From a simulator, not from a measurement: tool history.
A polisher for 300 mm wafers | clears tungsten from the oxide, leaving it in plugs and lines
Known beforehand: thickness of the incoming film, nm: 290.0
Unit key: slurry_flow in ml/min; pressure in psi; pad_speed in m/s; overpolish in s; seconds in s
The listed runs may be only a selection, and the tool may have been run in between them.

run,hour,slurry_flow,pressure,pad_speed,slurry_solids,overpolish,seconds
1,0,285,3.1,0.86,1,18,102.56
2,1.9,285,3.1,0.98,1,18,88.856
3,5.6,285,3.1,0.98,1,20,89.684
4,10.4,285,3.1,0.98,0.85,20,96.152
5,16.1,285,2.8,0.92,0.85,20,110.55
6,24.1,285,3.4,0.92,0.85,20,92.589

The next listed run, before its measurement:
7,32.5,285,3.1,0.86,0.85,20,?

seconds: 109.58 s

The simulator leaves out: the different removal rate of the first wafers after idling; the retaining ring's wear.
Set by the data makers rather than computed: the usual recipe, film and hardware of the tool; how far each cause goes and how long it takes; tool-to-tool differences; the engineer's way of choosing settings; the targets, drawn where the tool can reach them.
